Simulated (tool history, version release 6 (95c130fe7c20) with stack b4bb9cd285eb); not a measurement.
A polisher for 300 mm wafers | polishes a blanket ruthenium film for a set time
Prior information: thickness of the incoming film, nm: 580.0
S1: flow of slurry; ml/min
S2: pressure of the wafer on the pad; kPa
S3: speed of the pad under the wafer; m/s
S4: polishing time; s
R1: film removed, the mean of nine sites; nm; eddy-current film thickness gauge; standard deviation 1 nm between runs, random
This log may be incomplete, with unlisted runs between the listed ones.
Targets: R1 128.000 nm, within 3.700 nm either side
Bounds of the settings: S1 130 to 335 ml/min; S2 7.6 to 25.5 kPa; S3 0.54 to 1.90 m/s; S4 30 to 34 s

{"run": 1, "hour": 0.0, "S1": 215, "S2": 16.5, "S3": 1.22, "S4": 34, "R1": 57.94}
{"run": 2, "hour": 6.5, "S1": 215, "S2": 16.5, "S3": 1.52, "S4": 34, "R1": 71.889}
{"run": 3, "hour": 15.2, "S1": 220, "S2": 18.6, "S3": 1.52, "S4": 34, "R1": 81.47}
{"run": 4, "hour": 18.5, "S1": 220, "S2": 18.6, "S3": 1.36, "S4": 34, "R1": 72.446}
{"run": 5, "hour": 23.2, "S1": 220, "S2": 18.6, "S3": 1.36, "S4": 34, "R1": 73.274}
{"hour": 25.5, "done": "worn pad replaced by a new one"}
{"run": 6, "hour": 25.5, "S1": 220, "S2": 18.6, "S3": 1.36, "S4": 34, "R1": 78.975}
{"run": 7, "hour": 29.6, "S1": 235, "S2": 20.0, "S3": 1.36, "S4": 34, "R1": 84.589}
{"run": 8, "hour": 35.5, "S1": 250, "S2": 20.7, "S3": 1.36, "S4": 34, "R1": 87.294}
{"run": 9, "hour": 39.9, "S1": 250, "S2": 22.1, "S3": 1.38, "S4": 34, "R1": 95.527}
{"run": 10, "hour": 48.2, "S1": 255, "S2": 22.8, "S3": 1.4, "S4": 34, "R1": 100.67}
{"run": 11, "hour": 53.9, "S1": 260, "S2": 23.4, "S3": 1.42, "S4": 34, "R1": 104.25}
{"run": 12, "hour": 57.0, "S1": 265, "S2": 24.1, "S3": 1.44, "S4": 34, "R1": 109.58}

Next run, 4 choices. One meets every target within its allowed miss, the rest don't. Which?
{"run": "A", "hour": 60.1, "S1": 285, "S2": 25.5, "S3": 1.78, "S4": 33, "R1": "?"}
{"run": "B", "hour": 60.1, "S1": 260, "S2": 25.5, "S3": 1.64, "S4": 33, "R1": "?"}
{"run": "C", "hour": 60.1, "S1": 315, "S2": 22.8, "S3": 1.4, "S4": 33, "R1": "?"}
{"run": "D", "hour": 60.1, "S1": 205, "S2": 25.5, "S3": 1.9, "S4": 32, "R1": "?"}

move=A R1=136.940
move=B R1=125.180
move=C R1=97.910
move=D R1=136.060
A: carries the result that was furthest off beyond its target, to the other side
B: each result inside its tolerance
C: lands further from the targets than the last run did
D: carries the result that was furthest off beyond its target, to the other side
B meets every target.
